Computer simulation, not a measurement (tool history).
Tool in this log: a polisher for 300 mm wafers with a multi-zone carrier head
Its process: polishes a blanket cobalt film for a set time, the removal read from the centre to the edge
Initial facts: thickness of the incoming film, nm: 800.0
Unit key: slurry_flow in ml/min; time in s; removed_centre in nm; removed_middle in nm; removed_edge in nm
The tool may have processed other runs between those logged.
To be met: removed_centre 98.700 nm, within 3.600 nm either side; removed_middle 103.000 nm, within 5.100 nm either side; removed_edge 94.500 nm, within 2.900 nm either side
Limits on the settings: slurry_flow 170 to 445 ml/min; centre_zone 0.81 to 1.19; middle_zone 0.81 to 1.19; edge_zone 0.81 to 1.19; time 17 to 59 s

Run 1, hour 0.0: slurry_flow 285 ml/min, centre_zone 1.00, middle_zone 1.00, edge_zone 1.00, time 38 s. Result: removed_centre 118.790 nm, removed_middle 127.850 nm, removed_edge 129.610 nm.
Run 2, hour 4.3: slurry_flow 285 ml/min, centre_zone 0.95, middle_zone 1.00, edge_zone 1.00, time 38 s. Result: removed_centre 115.240 nm, removed_middle 129.270 nm, removed_edge 131.700 nm.
Run 3, hour 10.6: slurry_flow 285 ml/min, centre_zone 0.96, middle_zone 1.00, edge_zone 0.98, time 37 s. Result: removed_centre 112.440 nm, removed_middle 124.110 nm, removed_edge 127.230 nm.
Run 4, hour 13.3: slurry_flow 245 ml/min, centre_zone 0.96, middle_zone 1.00, edge_zone 0.98, time 37 s. Result: removed_centre 113.260 nm, removed_middle 123.920 nm, removed_edge 122.470 nm.
Run 5, hour 21.7: slurry_flow 235 ml/min, centre_zone 0.96, middle_zone 1.00, edge_zone 0.97, time 36 s. Result: removed_centre 108.540 nm, removed_middle 121.390 nm, removed_edge 122.620 nm.
Run 6, hour 25.2: slurry_flow 235 ml/min, centre_zone 0.98, middle_zone 1.01, edge_zone 0.96, time 35 s. Result: removed_centre 106.220 nm, removed_middle 116.270 nm, removed_edge 117.230 nm.
Run 7, hour 30.2: slurry_flow 235 ml/min, centre_zone 0.98, middle_zone 1.01, edge_zone 0.96, time 35 s. Result: removed_centre 107.980 nm, removed_middle 117.660 nm, removed_edge 115.930 nm.
Run 8, hour 31.7: slurry_flow 230 ml/min, centre_zone 0.99, middle_zone 1.01, edge_zone 0.95, time 34 s. Result: removed_centre 104.440 nm, removed_middle 117.490 nm, removed_edge 111.830 nm.
Run 9, hour 38.6: slurry_flow 225 ml/min, centre_zone 1.00, middle_zone 1.00, edge_zone 0.94, time 34 s. Result: removed_centre 106.560 nm, removed_middle 114.620 nm, removed_edge 113.080 nm.
Run 10, hour 39.9: slurry_flow 255 ml/min, centre_zone 1.07, middle_zone 1.06, edge_zone 0.85, time 27 s. Result: removed_centre 92.067 nm, removed_middle 95.933 nm, removed_edge 86.150 nm.
Run 11, hour 47.9: slurry_flow 255 ml/min, centre_zone 1.07, middle_zone 1.06, edge_zone 0.86, time 27 s. Result: removed_centre 89.794 nm, removed_middle 96.797 nm, removed_edge 87.440 nm.
Run 12, hour 49.8: slurry_flow 255 ml/min, centre_zone 1.08, middle_zone 1.06, edge_zone 0.87, time 27 s. Result: removed_centre 92.243 nm, removed_middle 95.765 nm, removed_edge 87.242 nm.
Run 13, hour 51.4: slurry_flow 290 ml/min, centre_zone 1.09, middle_zone 1.11, edge_zone 0.97, time 29 s. Result: removed_centre 98.889 nm, removed_middle 108.110 nm, removed_edge 98.820 nm.

Which of these 4 next moves meets every target?
Run A, hour 53.0: slurry_flow 325 ml/min, centre_zone 1.04, middle_zone 1.07, edge_zone 1.01, time 27 s. Result: removed_centre ?, removed_middle ?, removed_edge ?.
Run B, hour 53.0: slurry_flow 285 ml/min, centre_zone 1.05, middle_zone 1.19, edge_zone 0.95, time 30 s. Result: removed_centre ?, removed_middle ?, removed_edge ?.
Run C, hour 53.0: slurry_flow 245 ml/min, centre_zone 1.07, middle_zone 1.14, edge_zone 1.04, time 31 s. Result: removed_centre ?, removed_middle ?, removed_edge ?.
Run D, hour 53.0: slurry_flow 290 ml/min, centre_zone 1.06, middle_zone 1.05, edge_zone 0.87, time 29 s. Result: removed_centre ?, removed_middle ?, removed_edge ?.

move  removed_centre  removed_middle  removed_edge
   A          91.838          98.596        94.161
   B         102.010         117.450       101.020
   C         105.990         116.080       107.630
   D          99.619         103.580        94.426
A: the furthest-off result lands on target, but another misses its tolerance
B: the biggest miss grows against the last run
C: the biggest miss grows against the last run
D: every result lands within tolerance
The right move is D.

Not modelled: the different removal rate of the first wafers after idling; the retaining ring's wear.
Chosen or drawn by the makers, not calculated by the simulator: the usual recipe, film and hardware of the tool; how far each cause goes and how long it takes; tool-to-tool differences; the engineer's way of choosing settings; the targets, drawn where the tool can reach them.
